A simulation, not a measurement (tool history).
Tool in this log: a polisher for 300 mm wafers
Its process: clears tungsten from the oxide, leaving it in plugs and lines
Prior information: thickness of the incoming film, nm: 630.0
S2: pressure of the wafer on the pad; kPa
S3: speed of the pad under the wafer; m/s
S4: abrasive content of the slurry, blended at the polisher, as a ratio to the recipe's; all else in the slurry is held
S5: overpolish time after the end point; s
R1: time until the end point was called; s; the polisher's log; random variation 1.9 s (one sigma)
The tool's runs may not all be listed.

{"run": 1, "day": 0.0, "flow of slurry (ml/min)": 135, "S2": 26.2, "S3": 1.0, "S4": 1.0, "S5": 6, "R1": 124.97}
{"run": 2, "day": 0.346, "flow of slurry (ml/min)": 135, "S2": 26.2, "S3": 1.0, "S4": 1.0, "S5": 6, "R1": 122.9}
{"run": 3, "day": 0.721, "flow of slurry (ml/min)": 135, "S2": 27.6, "S3": 1.0, "S4": 1.0, "S5": 6, "R1": 117.97}
{"run": 4, "day": 0.879, "flow of slurry (ml/min)": 135, "S2": 22.8, "S3": 1.0, "S4": 1.0, "S5": 6, "R1": 136.0}
{"run": 5, "day": 1.154, "flow of slurry (ml/min)": 135, "S2": 22.8, "S3": 0.74, "S4": 1.0, "S5": 6, "R1": 186.43}
{"run": 6, "day": 1.229, "flow of slurry (ml/min)": 135, "S2": 18.6, "S3": 0.74, "S4": 1.0, "S5": 6, "R1": 222.56}
{"run": 7, "day": 1.438, "flow of slurry (ml/min)": 135, "S2": 22.1, "S3": 0.76, "S4": 1.0, "S5": 6, "R1": 183.52}

What does the tool deliver on the next run?
{"run": 8, "day": 1.696, "flow of slurry (ml/min)": 135, "S2": 24.8, "S3": 0.78, "S4": 1.0, "S5": 6, "R1": "?"}

R1: 163.75 s

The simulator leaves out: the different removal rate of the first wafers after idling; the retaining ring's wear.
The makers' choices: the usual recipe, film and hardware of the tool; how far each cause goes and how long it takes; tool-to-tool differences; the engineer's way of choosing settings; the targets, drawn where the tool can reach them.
